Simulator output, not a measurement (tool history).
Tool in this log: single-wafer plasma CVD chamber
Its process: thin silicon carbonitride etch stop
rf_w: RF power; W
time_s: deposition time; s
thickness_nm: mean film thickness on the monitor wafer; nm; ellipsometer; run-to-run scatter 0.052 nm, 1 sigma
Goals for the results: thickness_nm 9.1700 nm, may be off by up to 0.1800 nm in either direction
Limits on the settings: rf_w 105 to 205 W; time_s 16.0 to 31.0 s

run,hour,rf_w,time_s,thickness_nm
1,0.0,155,23.5,11.3810
2,7.5,145,23.5,11.3690
3,15.5,165,23.5,11.6050
4,22.7,160,23.0,11.3540
5,28.1,180,23.0,11.4720
6,30.4,180,22.4,11.1710
7,34.0,180,21.9,10.9970
8,39.1,180,21.4,10.6650

Consider the 5 candidate settings below. Which is the only one whose results all fall within their allowed miss of target?
A,44.2,165,26.0,?
B,44.2,170,17.1,?
C,44.2,160,18.8,?
D,44.2,195,23.4,?
E,44.2,175,17.0,?

move,thickness_nm
A,12.8060
B,8.4721
C,9.2037
D,11.9220
E,8.4716
A: its largest miss is bigger than the last run's
B: the result that was furthest off in the last run now lies on the other side of its target
C: all results land within tolerance of their targets
D: its largest miss is bigger than the last run's
E: the result that was furthest off in the last run now lies on the other side of its target
C is the move that brings every result within its allowed miss.
